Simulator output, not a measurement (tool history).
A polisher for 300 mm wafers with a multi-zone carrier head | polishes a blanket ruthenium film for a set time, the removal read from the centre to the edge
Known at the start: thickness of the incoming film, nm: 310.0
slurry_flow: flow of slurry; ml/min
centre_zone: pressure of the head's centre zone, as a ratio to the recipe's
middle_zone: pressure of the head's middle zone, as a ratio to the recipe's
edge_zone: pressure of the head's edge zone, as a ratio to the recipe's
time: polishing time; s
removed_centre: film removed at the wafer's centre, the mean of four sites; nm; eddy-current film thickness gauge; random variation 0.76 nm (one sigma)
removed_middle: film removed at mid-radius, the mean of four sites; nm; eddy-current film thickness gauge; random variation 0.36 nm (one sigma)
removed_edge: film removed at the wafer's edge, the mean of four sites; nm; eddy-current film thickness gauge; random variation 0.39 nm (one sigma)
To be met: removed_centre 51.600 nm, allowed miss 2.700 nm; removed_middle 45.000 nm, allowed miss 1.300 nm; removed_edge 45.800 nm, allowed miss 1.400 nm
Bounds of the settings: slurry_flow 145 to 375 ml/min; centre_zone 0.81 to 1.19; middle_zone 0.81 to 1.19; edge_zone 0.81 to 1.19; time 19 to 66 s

run,day,slurry_flow,centre_zone,middle_zone,edge_zone,time,removed_centre,removed_middle,removed_edge
1,0.000,240,1.00,1.00,1.00,42,39.786,39.048,38.570
2,0.158,250,1.03,1.01,1.03,43,41.944,40.724,39.811
3,0.192,255,1.05,1.00,1.05,44,43.265,41.316,40.820
4,0.221,220,1.05,1.00,1.05,44,41.531,41.221,40.615
5,0.496,275,1.05,1.00,1.05,44,43.848,41.388,41.095
6,0.821,275,0.98,1.00,1.05,44,41.656,41.886,40.727
7,0.996,275,0.98,1.00,1.05,44,41.078,41.118,41.126
8,1.042,285,1.01,0.99,1.05,45,43.455,42.380,42.062
9,1.329,290,1.04,0.98,1.05,46,45.770,43.206,43.301
10,1.371,295,1.06,0.98,1.05,46,46.246,42.760,43.698
11,1.712,300,1.08,0.98,1.05,46,47.950,43.941,43.095
12,1.888,305,1.09,0.97,1.06,46,46.779,43.304,43.369

Which of these 5 next moves meets every target?
A,2.062,370,1.09,0.91,0.96,49,?,?,?
B,2.062,340,1.13,1.09,0.96,47,?,?,?
C,2.062,260,1.19,0.88,0.90,51,?,?,?
D,2.062,330,1.17,0.99,0.95,46,?,?,?
E,2.062,370,1.19,1.11,0.93,44,?,?,?

move,removed_centre,removed_middle,removed_edge
A,50.090,44.858,45.684
B,49.495,47.633,43.515
C,54.975,44.336,45.525
D,50.004,43.832,42.412
E,49.183,45.397,40.552
A: meets every target
B: brings the result that was furthest off to its target, and leaves another outside
C: takes the result that was furthest off past its target
D: brings the result that was furthest off to its target, and leaves another outside
E: brings the result that was furthest off to its target, and leaves another outside
Answer: A
